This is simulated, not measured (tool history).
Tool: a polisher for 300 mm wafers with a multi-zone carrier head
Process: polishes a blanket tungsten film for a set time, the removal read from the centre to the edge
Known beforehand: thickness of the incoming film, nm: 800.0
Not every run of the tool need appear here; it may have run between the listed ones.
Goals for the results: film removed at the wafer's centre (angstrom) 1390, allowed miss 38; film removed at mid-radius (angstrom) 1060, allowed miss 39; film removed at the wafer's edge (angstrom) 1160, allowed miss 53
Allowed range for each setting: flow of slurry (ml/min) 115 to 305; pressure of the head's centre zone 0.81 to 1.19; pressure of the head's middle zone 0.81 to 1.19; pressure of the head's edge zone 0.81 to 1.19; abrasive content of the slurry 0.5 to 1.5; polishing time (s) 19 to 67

run,hour,flow of slurry (ml/min),pressure of the head's centre zone,pressure of the head's middle zone,pressure of the head's edge zone,abrasive content of the slurry,polishing time (s),film removed at the wafer's centre (angstrom),film removed at mid-radius (angstrom),film removed at the wafer's edge (angstrom)
1,0,195,1,1,1,1,43,2227.3,2175.5,2168.5
2,7.3,190,1.02,0.96,0.97,0.9,39,2002.4,1869.8,1897.3
3,11.9,190,1.02,0.96,1.01,0.9,39,1963.2,1836.4,1949.9
4,19.9,190,1.02,0.96,1.01,0.9,50,2526.9,2408.8,2503.9
5,23.1,190,1.02,0.96,0.93,0.9,50,2565.2,2386.1,2361.6
6,26,185,1.04,0.93,0.91,0.8,44,2214.1,1984.7,2014.4
7,34.9,185,1.06,0.91,0.89,0.75,39,1950.7,1692.4,1768.1
8,36.8,185,1.06,0.91,0.89,0.75,39,1925.1,1706.3,1749.2
9,41.1,170,1.13,0.81,0.83,0.5,27,1237.5,895.59,982.87
10,47.8,190,1.13,0.82,0.85,0.5,27,1273.4,947.26,1031.2
11,52,205,1.13,0.82,0.87,0.5,27,1280.8,947.23,1056.9
12,59.6,255,1.16,0.91,0.94,0.65,27,1485.5,1160.5,1196.7
13,63.5,245,1.15,0.9,0.94,0.65,27,1456.4,1146.2,1187.5
14,68.9,235,1.15,0.89,0.94,0.65,27,1459.5,1127.4,1167.1
15,73.2,230,1.14,0.88,0.94,0.65,27,1443.6,1125.9,1200.6
16,74.4,225,1.14,0.87,0.93,0.65,27,1430.1,1102.4,1192.7
17,77.5,220,1.14,0.87,0.92,0.65,27,1433.3,1117.5,1160.7

4 candidate next runs follow, results not yet known. Just one meets every target within its allowed miss. Identify it.
A,80.6,250,1.02,0.81,0.94,0.5,32,?,?,?
B,80.6,195,1.17,0.87,0.97,0.5,29,?,?,?
C,80.6,185,1.16,0.9,1,0.7,28,?,?,?
D,80.6,220,1.06,0.84,0.94,0.7,28,?,?,?

move,film removed at the wafer's centre (angstrom),film removed at mid-radius (angstrom),film removed at the wafer's edge (angstrom)
A,1405.2,1144.6,1312.8
B,1406.5,1060.7,1175
C,1487.5,1164.7,1275.4
D,1399.7,1131.4,1264.7
A: the biggest miss grows against the last run
B: each result inside its tolerance
C: the biggest miss grows against the last run
D: the biggest miss grows against the last run
B is the move that brings every result within its allowed miss.

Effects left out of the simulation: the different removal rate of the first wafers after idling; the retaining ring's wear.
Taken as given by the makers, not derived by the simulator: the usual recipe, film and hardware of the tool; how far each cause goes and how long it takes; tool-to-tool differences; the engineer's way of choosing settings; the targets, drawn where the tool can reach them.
